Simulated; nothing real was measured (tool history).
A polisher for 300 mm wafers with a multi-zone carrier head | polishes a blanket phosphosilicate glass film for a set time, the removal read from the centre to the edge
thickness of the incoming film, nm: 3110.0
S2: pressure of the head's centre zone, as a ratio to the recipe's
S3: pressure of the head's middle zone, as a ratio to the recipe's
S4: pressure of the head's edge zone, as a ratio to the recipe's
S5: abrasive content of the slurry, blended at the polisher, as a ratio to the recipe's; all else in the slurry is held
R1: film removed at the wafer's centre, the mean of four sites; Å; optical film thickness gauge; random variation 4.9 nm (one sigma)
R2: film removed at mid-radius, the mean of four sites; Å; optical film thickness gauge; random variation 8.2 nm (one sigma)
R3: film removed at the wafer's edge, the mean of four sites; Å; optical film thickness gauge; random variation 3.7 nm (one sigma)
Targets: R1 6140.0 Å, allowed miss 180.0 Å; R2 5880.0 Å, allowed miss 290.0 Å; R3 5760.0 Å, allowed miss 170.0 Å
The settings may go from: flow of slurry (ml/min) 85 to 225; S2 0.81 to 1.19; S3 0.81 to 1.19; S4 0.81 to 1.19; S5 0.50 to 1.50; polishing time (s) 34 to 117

Run 1, hour 0.0: flow of slurry (ml/min) 145, S2 1.00, S3 1.00, S4 1.00, S5 1.00, polishing time (s) 75. Result: R1 5718.6 Å, R2 5740.6 Å, R3 5825.6 Å.
Run 2, hour 1.6: flow of slurry (ml/min) 150, S2 1.01, S3 1.00, S4 0.99, S5 1.00, polishing time (s) 75. Result: R1 5806.7 Å, R2 5873.9 Å, R3 5839.4 Å.
Run 3, hour 4.4: flow of slurry (ml/min) 150, S2 1.01, S3 1.00, S4 0.99, S5 0.85, polishing time (s) 75. Result: R1 5460.1 Å, R2 5380.8 Å, R3 5452.5 Å.
Run 4, hour 9.5: flow of slurry (ml/min) 160, S2 1.02, S3 1.00, S4 0.99, S5 0.85, polishing time (s) 75. Result: R1 5559.2 Å, R2 5620.8 Å, R3 5523.5 Å.
Run 5, hour 12.2: flow of slurry (ml/min) 160, S2 1.02, S3 1.00, S4 0.99, S5 0.85, polishing time (s) 58. Result: R1 4276.7 Å, R2 4338.7 Å, R3 4225.8 Å.
Run 6, hour 20.4: flow of slurry (ml/min) 160, S2 0.98, S3 1.00, S4 0.99, S5 0.85, polishing time (s) 58. Result: R1 4132.9 Å, R2 4281.5 Å, R3 4244.4 Å.
Run 7, hour 26.5: flow of slurry (ml/min) 165, S2 1.02, S3 1.00, S4 1.02, S5 0.95, polishing time (s) 58. Result: R1 4521.9 Å, R2 4547.2 Å, R3 4510.9 Å.
Run 8, hour 34.9: flow of slurry (ml/min) 200, S2 1.12, S3 1.03, S4 1.12, S5 1.20, polishing time (s) 59. Result: R1 5533.7 Å, R2 5220.3 Å, R3 5416.8 Å.
Run 9, hour 41.7: flow of slurry (ml/min) 205, S2 1.13, S3 1.04, S4 1.12, S5 1.25, polishing time (s) 59. Result: R1 5595.5 Å, R2 5397.4 Å, R3 5446.9 Å.
Run 10, hour 48.3: flow of slurry (ml/min) 205, S2 1.14, S3 1.05, S4 1.12, S5 1.30, polishing time (s) 59. Result: R1 5709.9 Å, R2 5388.9 Å, R3 5503.3 Å.
Run 11, hour 56.9: flow of slurry (ml/min) 205, S2 1.14, S3 1.05, S4 1.12, S5 1.30, polishing time (s) 59. Result: R1 5721.7 Å, R2 5481.5 Å, R3 5498.5 Å.
At hour 65.2: worn pad replaced by a new one.
Run 12, hour 65.2: flow of slurry (ml/min) 205, S2 1.15, S3 1.06, S4 1.12, S5 1.35, polishing time (s) 59. Result: R1 6727.7 Å, R2 6224.8 Å, R3 6373.2 Å.
Run 13, hour 70.4: flow of slurry (ml/min) 210, S2 1.15, S3 1.06, S4 1.11, S5 1.35, polishing time (s) 59. Result: R1 6799.6 Å, R2 6382.9 Å, R3 6382.3 Å.

4 next moves are on the table. One of them brings every result within its allowed miss. Which?
Run A, hour 75.6: flow of slurry (ml/min) 225, S2 1.13, S3 1.06, S4 1.11, S5 1.35, polishing time (s) 64. Result: R1 ?, R2 ?, R3 ?.
Run B, hour 75.6: flow of slurry (ml/min) 225, S2 0.99, S3 1.19, S4 1.06, S5 1.20, polishing time (s) 57. Result: R1 ?, R2 ?, R3 ?.
Run C, hour 75.6: flow of slurry (ml/min) 165, S2 1.02, S3 0.88, S4 1.09, S5 1.45, polishing time (s) 68. Result: R1 ?, R2 ?, R3 ?.
Run D, hour 75.6: flow of slurry (ml/min) 225, S2 1.11, S3 1.04, S4 1.06, S5 1.45, polishing time (s) 53. Result: R1 ?, R2 ?, R3 ?.

move      R1      R2      R3
   A  7240.2  7012.9  6978.8
   B  5675.8  6475.4  5840.2
   C  6962.6  6471.3  7279.7
   D  6066.6  5876.1  5802.0
A: further off than the last run
B: takes the result that was furthest off past its target
C: further off than the last run
D: meets every target
Answer: D
